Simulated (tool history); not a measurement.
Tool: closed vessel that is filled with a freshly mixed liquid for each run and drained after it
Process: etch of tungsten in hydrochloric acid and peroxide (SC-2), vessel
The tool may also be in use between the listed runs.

run,hour,temperature setpoint of the liquid (°C),parts of water to one part each of 37 % hydrochloric acid and 30 % peroxide (parts by volume),time in the liquid (s),thickness taken off the tungsten on a monitor wafer (angstrom)
1,0,48,8,95,194.84
2,4.5,48,10.5,95,156.34
3,9.7,54.5,10.5,95,242.96
4,16.8,53,10.5,95,218.23
5,23.9,52,10.5,95,203.35
# hour 30.6: thermometer replaced
6,30.6,51.5,10.5,95,222.36
7,37.4,51.5,10.5,95,223.42
8,38.8,50.5,10.5,95,210.77
9,40.5,49.5,10.5,95,195.64
10,47.3,48.5,10.5,95,183.18

Run 11 comes next. What will it give?
11,55.2,48,10.5,95,?

Run 11 gave thickness taken off the tungsten on a monitor wafer (angstrom) 178.4.
